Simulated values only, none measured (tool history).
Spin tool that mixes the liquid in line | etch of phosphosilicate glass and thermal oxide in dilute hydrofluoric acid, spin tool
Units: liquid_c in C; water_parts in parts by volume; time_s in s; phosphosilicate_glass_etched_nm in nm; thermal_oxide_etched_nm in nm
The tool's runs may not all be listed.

run	hour	liquid_c	water_parts	time_s	phosphosilicate_glass_etched_nm	thermal_oxide_etched_nm
1	0	25	110	60	41.681	2.5871
2	5.7	24	110	60	39.676	2.5131
3	9.7	23.5	110	60	39.029	2.4541
4	17.4	27	110	60	44.541	2.8144
5	25.8	26	110	60	43.392	2.7016
6	27.3	25	110	60	41.655	2.6147
7	28.7	24	110	60	40.119	2.4575
8	35.4	23.5	110	60	38.793	2.4628
9	38.4	23	110	60	38.045	2.3508

Run 10 comes next. What will it give?
10	39.4	22.5	110	60	?	?

Run 10 gave phosphosilicate_glass_etched_nm 37.594 nm, thermal_oxide_etched_nm 2.4272 nm.

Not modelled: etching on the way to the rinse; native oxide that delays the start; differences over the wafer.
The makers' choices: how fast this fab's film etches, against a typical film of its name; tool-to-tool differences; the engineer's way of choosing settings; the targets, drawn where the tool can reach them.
